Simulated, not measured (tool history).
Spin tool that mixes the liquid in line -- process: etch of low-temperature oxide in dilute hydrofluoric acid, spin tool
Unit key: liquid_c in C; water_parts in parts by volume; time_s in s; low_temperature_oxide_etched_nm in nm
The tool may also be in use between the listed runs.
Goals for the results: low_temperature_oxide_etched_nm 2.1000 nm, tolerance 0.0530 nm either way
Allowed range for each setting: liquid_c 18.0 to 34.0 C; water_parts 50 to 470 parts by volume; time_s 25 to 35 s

| run | hour | liquid_c | water_parts | time_s | low_temperature_oxide_etched_nm |
|---|---|---|---|---|---|
| 1 | 0.0 | 26.0 | 260 | 35 | 2.7190 |
| 2 | 5.5 | 28.0 | 260 | 35 | 2.9302 |
| 3 | 8.1 | 26.0 | 260 | 35 | 2.7356 |
| 4 | 14.2 | 24.0 | 260 | 35 | 2.5428 |
| 5 | 16.3 | 26.5 | 260 | 35 | 2.7675 |
| 6 | 17.0 | 27.5 | 260 | 35 | 2.8887 |
| 7 | 23.7 | 23.5 | 265 | 35 | 2.4374 |
| 8 | 26.3 | 22.5 | 265 | 35 | 2.3385 |
| 9 | 29.1 | 22.0 | 265 | 35 | 2.3001 |

Exercise: of the 5 proposed moves below, exactly one satisfies all targets within the stated allowed misses. Which move is it?
| A | 31.9 | 21.5 | 215 | 25 | ? |
| B | 31.9 | 18.5 | 225 | 35 | ? |
| C | 31.9 | 29.5 | 305 | 35 | ? |
| D | 31.9 | 22.0 | 260 | 35 | ? |
| E | 31.9 | 24.5 | 265 | 35 | ? |

| move | low_temperature_oxide_etched_nm |
|---|---|
| A | 2.0984 |
| B | 2.4795 |
| C | 2.4937 |
| D | 2.3676 |
| E | 2.5282 |
A: all results land within tolerance of their targets
B: misses by more than the last run did
C: misses by more than the last run did
D: misses by more than the last run did
E: misses by more than the last run did
Move A is the one to make.

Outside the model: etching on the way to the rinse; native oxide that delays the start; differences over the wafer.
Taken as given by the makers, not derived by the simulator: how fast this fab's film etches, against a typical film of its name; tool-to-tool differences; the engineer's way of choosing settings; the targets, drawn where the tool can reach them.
